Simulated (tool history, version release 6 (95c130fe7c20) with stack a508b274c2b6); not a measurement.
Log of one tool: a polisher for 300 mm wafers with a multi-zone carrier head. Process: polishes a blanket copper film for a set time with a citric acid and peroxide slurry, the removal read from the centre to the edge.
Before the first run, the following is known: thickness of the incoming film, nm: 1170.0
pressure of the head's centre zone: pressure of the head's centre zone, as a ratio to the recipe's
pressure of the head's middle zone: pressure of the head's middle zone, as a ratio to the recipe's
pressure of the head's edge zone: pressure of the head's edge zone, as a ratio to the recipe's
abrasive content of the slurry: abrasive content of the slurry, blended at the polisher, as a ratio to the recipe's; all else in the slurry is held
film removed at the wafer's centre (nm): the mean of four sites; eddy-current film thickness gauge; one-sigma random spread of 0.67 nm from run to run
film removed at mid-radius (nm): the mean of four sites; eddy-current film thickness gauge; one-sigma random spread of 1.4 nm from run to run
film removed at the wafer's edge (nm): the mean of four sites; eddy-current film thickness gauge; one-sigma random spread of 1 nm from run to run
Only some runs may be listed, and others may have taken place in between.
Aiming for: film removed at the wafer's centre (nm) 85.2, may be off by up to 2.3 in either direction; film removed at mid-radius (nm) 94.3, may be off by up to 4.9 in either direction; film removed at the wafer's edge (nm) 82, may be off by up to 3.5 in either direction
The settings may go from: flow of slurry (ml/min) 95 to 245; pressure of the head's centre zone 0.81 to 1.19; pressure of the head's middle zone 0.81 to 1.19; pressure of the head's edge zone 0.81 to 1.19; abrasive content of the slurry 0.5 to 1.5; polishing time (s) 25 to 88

| run | day | flow of slurry (ml/min) | pressure of the head's centre zone | pressure of the head's middle zone | pressure of the head's edge zone | abrasive content of the slurry | polishing time (s) | film removed at the wafer's centre (nm) | film removed at mid-radius (nm) | film removed at the wafer's edge (nm) |
|---|---|---|---|---|---|---|---|---|---|---|
| 1 | 0 | 155 | 1 | 1 | 1 | 1 | 56 | 63.856 | 66.958 | 67.732 |
| 2 | 0.321 | 155 | 1 | 1 | 1.08 | 1 | 56 | 63.649 | 66.244 | 69.638 |
| 3 | 0.667 | 155 | 1 | 1.03 | 1.08 | 1 | 56 | 63.279 | 69.118 | 69.956 |
| 4 | 0.746 | 155 | 1 | 1.03 | 1.16 | 1 | 56 | 62.297 | 67.205 | 72.101 |
| 5 | 0.962 | 155 | 1 | 1.03 | 1.16 | 1.1 | 56 | 64.586 | 69.313 | 72.599 |
|  | 0.996 | centre zone pressure recalibrated |
| 6 | 0.996 | 155 | 1 | 1.03 | 1.16 | 1.1 | 64 | 78.179 | 78.616 | 83.458 |
| 7 | 1.175 | 160 | 1.01 | 1.05 | 1.15 | 1.1 | 64 | 80.209 | 80.624 | 83.503 |
| 8 | 1.483 | 165 | 1.01 | 1.07 | 1.14 | 1.1 | 64 | 78.767 | 81.254 | 82.269 |
| 9 | 1.854 | 170 | 1.01 | 1.09 | 1.13 | 1.1 | 64 | 81.249 | 85.543 | 82.564 |
| 10 | 1.938 | 175 | 1.01 | 1.1 | 1.13 | 1.1 | 64 | 80.787 | 85.879 | 82.865 |
| 11 | 2.129 | 180 | 1.01 | 1.11 | 1.13 | 1.1 | 64 | 81.668 | 83.262 | 83.446 |
| 12 | 2.221 | 180 | 1.01 | 1.11 | 1.13 | 1.1 | 64 | 81.549 | 88.289 | 83.263 |

Exercise: of the 4 proposed moves below, exactly one satisfies all targets within the stated allowed misses. Which move is it?
| A | 2.312 | 150 | 0.95 | 1 | 1.11 | 0.9 | 68 | ? | ? | ? |
| B | 2.312 | 200 | 1.02 | 1.19 | 1.04 | 1.05 | 65 | ? | ? | ? |
| C | 2.312 | 205 | 0.92 | 1.11 | 1.15 | 1 | 66 | ? | ? | ? |
| D | 2.312 | 190 | 0.9 | 1.04 | 1.18 | 1 | 69 | ? | ? | ? |

| move | film removed at the wafer's centre (nm) | film removed at mid-radius (nm) | film removed at the wafer's edge (nm) |
|---|---|---|---|
| A | 76.747 | 80.034 | 83.78 |
| B | 83.677 | 94.595 | 81.449 |
| C | 77.509 | 90.188 | 86.738 |
| D | 78.579 | 88.275 | 91.288 |
A: the biggest miss grows against the last run
B: all results land within tolerance of their targets
C: the biggest miss grows against the last run
D: the biggest miss grows against the last run
The move that meets every target is B.

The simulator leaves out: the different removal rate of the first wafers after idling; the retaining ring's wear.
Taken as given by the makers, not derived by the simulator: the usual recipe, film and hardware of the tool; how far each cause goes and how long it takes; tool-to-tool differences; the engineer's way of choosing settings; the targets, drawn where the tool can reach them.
